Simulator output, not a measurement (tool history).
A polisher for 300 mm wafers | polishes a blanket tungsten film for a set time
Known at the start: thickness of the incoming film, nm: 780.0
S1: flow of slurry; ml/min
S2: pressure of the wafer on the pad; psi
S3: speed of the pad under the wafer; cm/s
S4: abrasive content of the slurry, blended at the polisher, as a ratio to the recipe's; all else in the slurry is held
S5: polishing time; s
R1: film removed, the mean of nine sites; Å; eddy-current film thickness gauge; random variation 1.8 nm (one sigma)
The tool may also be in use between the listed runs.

run 1 hour=0 | S1=265 S2=4.4 S3=108 S4=1 S5=47 | R1=2876.8
run 2 hour=1.8 | S1=265 S2=3.8 S3=108 S4=1 S5=47 | R1=2546.6
run 3 hour=3.1 | S1=265 S2=3.8 S3=122 S4=1 S5=47 | R1=2886.1
run 4 hour=4.7 | S1=265 S2=3.8 S3=104 S4=1 S5=47 | R1=2502
run 5 hour=7.5 | S1=265 S2=3.4 S3=96 S4=1 S5=47 | R1=2079.9
run 6 hour=11.5 | S1=265 S2=3.1 S3=92 S4=1 S5=47 | R1=1869
run 7 hour=18.2 | S1=265 S2=2.9 S3=90 S4=1 S5=47 | R1=1753.1
run 8 hour=23.2 | S1=265 S2=2.7 S3=88 S4=1 S5=47 | R1=1607.3
run 9 hour=32.1 | S1=265 S2=2.7 S3=88 S4=1 S5=47 | R1=1569.3
run 10 hour=38.9 | S1=265 S2=2.6 S3=88 S4=1 S5=47 | R1=1515.6
run 11 hour=45.1 | S1=265 S2=2.5 S3=88 S4=1 S5=47 | R1=1450
run 12 hour=48 | S1=265 S2=2.4 S3=88 S4=1 S5=47 | R1=1432.6

Run 13 comes next. What will it give?
run 13 hour=52.2 | S1=265 S2=2.3 S3=88 S4=1 S5=47 | R1=?

{"run 13": {"R1": 1382.9}}
